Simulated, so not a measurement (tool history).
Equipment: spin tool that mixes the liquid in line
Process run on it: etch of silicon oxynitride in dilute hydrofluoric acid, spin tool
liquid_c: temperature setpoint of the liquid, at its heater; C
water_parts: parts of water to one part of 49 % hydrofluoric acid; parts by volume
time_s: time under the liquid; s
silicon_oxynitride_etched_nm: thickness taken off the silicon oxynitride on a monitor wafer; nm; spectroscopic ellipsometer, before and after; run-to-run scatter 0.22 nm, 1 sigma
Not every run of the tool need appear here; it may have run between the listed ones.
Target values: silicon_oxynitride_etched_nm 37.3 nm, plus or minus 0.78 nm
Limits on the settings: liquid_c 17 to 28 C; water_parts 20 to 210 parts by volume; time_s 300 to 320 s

| run | hour | liquid_c | water_parts | time_s | silicon_oxynitride_etched_nm |
|---|---|---|---|---|---|
| 1 | 0 | 20 | 115 | 300 | 10.009 |
| 2 | 6.9 | 20 | 95 | 300 | 12.259 |
| 3 | 12.3 | 20 | 130 | 300 | 8.7491 |
| 4 | 17.4 | 20 | 105 | 300 | 11.155 |
| 5 | 19.4 | 22.5 | 105 | 300 | 12.621 |
| 6 | 23.7 | 24 | 85 | 300 | 17.038 |
| 7 | 27.4 | 25 | 70 | 300 | 21.939 |
| 8 | 35.5 | 25.5 | 60 | 300 | 26.192 |
| 9 | 41.8 | 26 | 55 | 300 | 29.479 |
| 10 | 50.6 | 26.5 | 55 | 300 | 30.383 |
| 11 | 56.6 | 27 | 55 | 300 | 30.854 |
| 12 | 61.4 | 27 | 50 | 300 | 34.39 |
| 13 | 66.2 | 27.5 | 50 | 300 | 35.011 |
| 14 | 73.5 | 28 | 50 | 300 | 35.86 |
| 15 | 76.8 | 28 | 45 | 300 | 40.037 |
| 16 | 80.4 | 27.5 | 45 | 300 | 39.113 |

Exercise: of the 4 proposed moves below, exactly one satisfies all targets within the stated allowed misses. Which move is it?
| A | 84 | 27 | 45 | 305 | ? |
| B | 84 | 27.5 | 50 | 320 | ? |
| C | 84 | 26 | 45 | 320 | ? |
| D | 84 | 26.5 | 45 | 315 | ? |

| move | silicon_oxynitride_etched_nm |
|---|---|
| A | 38.814 |
| B | 37.362 |
| C | 38.813 |
| D | 39.137 |
A: nearer than the last run, and not there yet
B: hits every target within its allowed miss
C: nearer than the last run, and not there yet
D: about the same distance from the targets as the last run
B is the move that brings every result within its allowed miss.
